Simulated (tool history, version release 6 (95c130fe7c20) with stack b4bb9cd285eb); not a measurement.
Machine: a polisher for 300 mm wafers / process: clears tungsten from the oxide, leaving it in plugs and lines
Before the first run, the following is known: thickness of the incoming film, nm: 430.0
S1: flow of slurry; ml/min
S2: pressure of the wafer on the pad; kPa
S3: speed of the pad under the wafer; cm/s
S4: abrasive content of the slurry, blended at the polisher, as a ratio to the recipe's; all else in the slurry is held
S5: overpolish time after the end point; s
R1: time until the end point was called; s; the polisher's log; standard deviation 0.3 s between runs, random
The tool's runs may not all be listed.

run,hour,S1,S2,S3,S4,S5,R1
1,0,240,30.3,130,1,31,57.863
2,8.5,240,33.8,130,1,31,51.88
3,16.9,240,27.6,130,1,31,62.285
4,20.9,240,31,130,1,31,56.479
5,24.2,240,31,130,0.8,31,59.101
6,31.8,240,31,144,0.8,31,54.814
7,33.9,240,34.5,144,0.8,31,49.866

For run 8, what comes out?
8,42.3,250,42.7,146,0.8,31,?

{"run 8": {"R1": 40.433}}

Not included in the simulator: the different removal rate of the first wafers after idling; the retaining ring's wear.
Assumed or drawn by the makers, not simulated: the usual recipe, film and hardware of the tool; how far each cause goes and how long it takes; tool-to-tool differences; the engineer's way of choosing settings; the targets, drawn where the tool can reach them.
